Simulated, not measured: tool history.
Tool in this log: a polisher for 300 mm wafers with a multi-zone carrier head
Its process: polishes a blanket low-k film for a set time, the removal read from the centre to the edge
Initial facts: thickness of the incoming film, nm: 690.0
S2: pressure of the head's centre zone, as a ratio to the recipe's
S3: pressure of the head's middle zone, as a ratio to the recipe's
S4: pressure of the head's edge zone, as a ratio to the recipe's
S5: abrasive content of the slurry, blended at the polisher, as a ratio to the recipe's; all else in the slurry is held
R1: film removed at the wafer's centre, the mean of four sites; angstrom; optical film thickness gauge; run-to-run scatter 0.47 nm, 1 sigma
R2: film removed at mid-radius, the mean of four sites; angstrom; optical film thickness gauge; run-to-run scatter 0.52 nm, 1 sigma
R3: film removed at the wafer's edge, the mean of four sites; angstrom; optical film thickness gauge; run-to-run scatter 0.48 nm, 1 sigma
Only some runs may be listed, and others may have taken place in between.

Run 1, hour 0.0: flow of slurry (ml/min) 230, S2 1.00, S3 1.00, S4 1.00, S5 1.00, polishing time (s) 51. Result: R1 237.52 angstrom, R2 237.45 angstrom, R3 231.85 angstrom.
Run 2, hour 3.6: flow of slurry (ml/min) 235, S2 1.04, S3 1.02, S4 1.02, S5 1.15, polishing time (s) 53. Result: R1 278.40 angstrom, R2 270.26 angstrom, R3 266.28 angstrom.
Run 3, hour 10.5: flow of slurry (ml/min) 235, S2 1.04, S3 1.02, S4 1.07, S5 1.15, polishing time (s) 53. Result: R1 283.31 angstrom, R2 274.66 angstrom, R3 263.05 angstrom.
Run 4, hour 14.5: flow of slurry (ml/min) 240, S2 1.06, S3 1.03, S4 1.08, S5 1.25, polishing time (s) 54. Result: R1 293.24 angstrom, R2 289.38 angstrom, R3 280.88 angstrom.
Run 5, hour 17.3: flow of slurry (ml/min) 240, S2 0.98, S3 1.03, S4 1.08, S5 1.25, polishing time (s) 54. Result: R1 282.22 angstrom, R2 286.06 angstrom, R3 285.05 angstrom.
Run 6, hour 18.1: flow of slurry (ml/min) 245, S2 1.04, S3 1.04, S4 1.08, S5 1.35, polishing time (s) 55. Result: R1 310.84 angstrom, R2 304.48 angstrom, R3 308.11 angstrom.
Run 7, hour 24.4: flow of slurry (ml/min) 250, S2 1.09, S3 1.06, S4 1.09, S5 1.35, polishing time (s) 56. Result: R1 320.48 angstrom, R2 323.24 angstrom, R3 303.73 angstrom.

Run 8, settings as shown, results not yet in. Your forecast:
Run 8, hour 26.4: flow of slurry (ml/min) 250, S2 1.12, S3 1.05, S4 1.09, S5 1.40, polishing time (s) 57. Result: R1 ?, R2 ?, R3 ?.

Logged for run 8: R1 342.53 angstrom, R2 316.57 angstrom, R3 316.30 angstrom.
